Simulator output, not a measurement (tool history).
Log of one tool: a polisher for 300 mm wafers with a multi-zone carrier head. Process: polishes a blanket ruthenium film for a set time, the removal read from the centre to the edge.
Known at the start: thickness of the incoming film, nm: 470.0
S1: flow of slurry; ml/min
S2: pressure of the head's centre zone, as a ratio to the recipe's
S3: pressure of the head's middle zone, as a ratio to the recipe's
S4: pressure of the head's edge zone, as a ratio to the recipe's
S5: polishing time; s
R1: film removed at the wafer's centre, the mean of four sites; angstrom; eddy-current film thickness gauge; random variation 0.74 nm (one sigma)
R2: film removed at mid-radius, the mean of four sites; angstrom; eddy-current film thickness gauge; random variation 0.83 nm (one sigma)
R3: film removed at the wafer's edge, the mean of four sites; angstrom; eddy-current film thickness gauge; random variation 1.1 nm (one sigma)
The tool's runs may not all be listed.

run	hour	S1	S2	S3	S4	S5	R1	R2	R3
1	0.0	250	1.00	1.00	1.00	85	1501.3	1447.4	1478.5
2	4.9	240	0.97	1.00	0.97	85	1432.3	1428.0	1447.3
3	12.0	230	0.95	1.00	0.95	85	1416.2	1422.9	1444.3
4	12.6	270	0.95	1.00	0.95	85	1426.1	1472.1	1463.7
5	21.0	270	0.95	1.00	0.99	85	1421.4	1474.8	1506.8
6	27.4	260	0.93	1.00	0.96	84	1380.1	1436.1	1459.4
7	33.4	250	0.92	1.01	0.94	83	1352.3	1431.3	1437.6
8	41.2	245	0.91	1.02	0.92	82	1307.0	1422.0	1399.9
9	45.7	235	0.90	1.02	0.90	82	1292.2	1401.1	1378.3

Forecast run 10:
10	54.7	225	0.89	1.03	0.89	82	?	?	?

Run 10 gave R1 1268.2 angstrom, R2 1417.4 angstrom, R3 1359.8 angstrom.

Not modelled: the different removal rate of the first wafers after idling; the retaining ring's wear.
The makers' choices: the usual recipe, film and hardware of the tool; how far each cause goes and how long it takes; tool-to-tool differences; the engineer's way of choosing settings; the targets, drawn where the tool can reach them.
